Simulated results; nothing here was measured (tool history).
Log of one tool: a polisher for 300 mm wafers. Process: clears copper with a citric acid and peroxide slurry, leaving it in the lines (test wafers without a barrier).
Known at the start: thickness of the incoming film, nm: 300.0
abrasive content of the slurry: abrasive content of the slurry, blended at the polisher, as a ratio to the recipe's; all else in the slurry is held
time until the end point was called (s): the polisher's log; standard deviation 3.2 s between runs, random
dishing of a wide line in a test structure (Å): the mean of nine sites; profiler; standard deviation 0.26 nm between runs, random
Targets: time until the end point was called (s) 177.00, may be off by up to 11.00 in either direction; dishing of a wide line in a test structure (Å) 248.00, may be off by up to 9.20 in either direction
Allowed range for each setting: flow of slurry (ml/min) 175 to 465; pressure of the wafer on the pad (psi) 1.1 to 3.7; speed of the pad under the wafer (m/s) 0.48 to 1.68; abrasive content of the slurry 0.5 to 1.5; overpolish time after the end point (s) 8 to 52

run  hour  flow of slurry (ml/min)  pressure of the wafer on the pad (psi)  speed of the pad under the wafer (m/s)  abrasive content of the slurry  overpolish time after the end point (s)  time until the end point was called (s)  dishing of a wide line in a test structure (Å)
  1   0.0                      295                                     2.4                                    1.08                             1.0                                       26                                   138.62                                          453.71
  2   6.7                      295                                     2.4                                    0.82                             1.0                                       26                                   180.70                                          361.57
  3   7.6                      295                                     2.4                                    0.82                             1.0                                       22                                   179.34                                          311.68
  4  12.0                      295                                     2.7                                    0.82                             1.0                                       22                                   163.32                                          340.95
  5  17.1                      295                                     2.7                                    0.82                             1.0                                       27                                   163.42                                          403.95
  6  25.6                      350                                     2.7                                    0.82                             1.0                                       27                                   162.38                                          414.24
  7  28.5                      350                                     2.6                                    0.82                             1.0                                       23                                   168.06                                          356.03
  8  35.2                      340                                     2.6                                    0.82                             1.0                                       20                                   165.89                                          309.50
  9  42.1                      315                                     2.4                                    0.82                             1.0                                       15                                   174.59                                          221.20
 10  45.4                      315                                     2.4                                    0.82                             1.0                                       16                                   177.74                                          229.79

Which single option among these 4 for the next run brings every result within its allowed miss of target? Just one does.
  A  48.7                      405                                     2.4                                    0.80                             0.9                                       15                                        ?                                               ?
  B  48.7                      370                                     1.9                                    1.14                             0.8                                       13                                        ?                                               ?
  C  48.7                      335                                     2.5                                    0.80                             1.2                                       13                                        ?                                               ?
  D  48.7                      295                                     2.2                                    0.86                             1.1                                       17                                        ?                                               ?

move  time until the end point was called (s)  dishing of a wide line in a test structure (Å)
   A                                   180.87                                          215.06
   B                                   166.40                                          202.23
   C                                   163.31                                          207.11
   D                                   176.60                                          246.58
A: its largest miss is bigger than the last run's
B: its largest miss is bigger than the last run's
C: its largest miss is bigger than the last run's
D: every result within its allowed miss
So the answer is move D, the one that meets all the targets.
